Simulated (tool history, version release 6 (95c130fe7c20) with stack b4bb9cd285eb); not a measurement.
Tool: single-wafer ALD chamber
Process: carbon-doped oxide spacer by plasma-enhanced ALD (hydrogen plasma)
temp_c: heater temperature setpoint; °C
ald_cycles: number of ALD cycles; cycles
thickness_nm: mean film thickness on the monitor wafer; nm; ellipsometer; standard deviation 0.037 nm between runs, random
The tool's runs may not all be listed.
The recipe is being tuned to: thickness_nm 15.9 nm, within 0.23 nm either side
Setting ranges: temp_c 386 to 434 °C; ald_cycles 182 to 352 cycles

run	hour	temp_c	ald_cycles	thickness_nm
1	0	410	267	13.881
2	4.9	410	241	12.534
3	11.5	410	205	10.699
4	12.5	407	217	11.325
5	13.8	406	229	12.067
6	15.7	406	213	11.164
7	21.7	404	225	11.9
8	23.4	402	234	12.457
9	23.9	400	241	12.943

Below are 4 possible settings for the next run. Only one of them brings all results inside the allowed miss of their targets. Which is it?
A	24.4	403	209	?
B	24.4	405	273	?
C	24.4	406	225	?
D	24.4	386	296	?

move	thickness_nm
A	11.1
B	14.412
C	11.842
D	15.867
A: moves away from the targets compared with the last run
B: closer than the last run, but not yet in spec
C: moves away from the targets compared with the last run
D: hits every target within its allowed miss
Answer: D
